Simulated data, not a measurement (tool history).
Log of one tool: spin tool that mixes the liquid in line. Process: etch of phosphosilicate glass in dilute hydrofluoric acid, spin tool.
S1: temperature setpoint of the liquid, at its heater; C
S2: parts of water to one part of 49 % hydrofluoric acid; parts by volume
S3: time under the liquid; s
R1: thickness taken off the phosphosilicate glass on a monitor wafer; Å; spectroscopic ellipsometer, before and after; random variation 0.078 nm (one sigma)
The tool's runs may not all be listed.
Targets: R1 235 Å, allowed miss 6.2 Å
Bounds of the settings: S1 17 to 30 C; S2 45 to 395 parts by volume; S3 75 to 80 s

run 1 day=0 | S1=22 S2=220 S3=75 | R1=287
run 2 day=0.367 | S1=25 S2=220 S3=75 | R1=319.11
run 3 day=0.679 | S1=25 S2=220 S3=75 | R1=317.86
run 4 day=0.708 | S1=23 S2=220 S3=75 | R1=295.63
run 5 day=0.771 | S1=21.5 S2=220 S3=75 | R1=279.34
run 6 day=1.138 | S1=20.5 S2=220 S3=75 | R1=270.26
run 7 day=1.2 | S1=20.5 S2=220 S3=75 | R1=269.04
run 8 day=1.358 | S1=20 S2=220 S3=75 | R1=264.46
run 9 day=1.462 | S1=20 S2=220 S3=75 | R1=265.77
run 10 day=1.546 | S1=19.5 S2=220 S3=75 | R1=259.4
run 11 day=1.7 | S1=19 S2=220 S3=75 | R1=254.61
run 12 day=1.838 | S1=18.5 S2=220 S3=75 | R1=249.3
run 13 day=2.208 | S1=18 S2=220 S3=75 | R1=245.66

5 next moves are on the table. One of them brings every result within its allowed miss. Which?
run A day=2.579 | S1=18 S2=200 S3=75 | R1=?
run B day=2.579 | S1=23 S2=285 S3=75 | R1=?
run C day=2.579 | S1=17 S2=240 S3=80 | R1=?
run D day=2.579 | S1=17.5 S2=225 S3=75 | R1=?
run E day=2.579 | S1=18.5 S2=240 S3=75 | R1=?

move=A R1=274.71
move=B R1=215.32
move=C R1=226.51
move=D R1=234.07
move=E R1=225.2
A: further off than the last run
B: takes the result that was furthest off past its target
C: takes the result that was furthest off past its target
D: meets every target
E: takes the result that was furthest off past its target
Answer: D
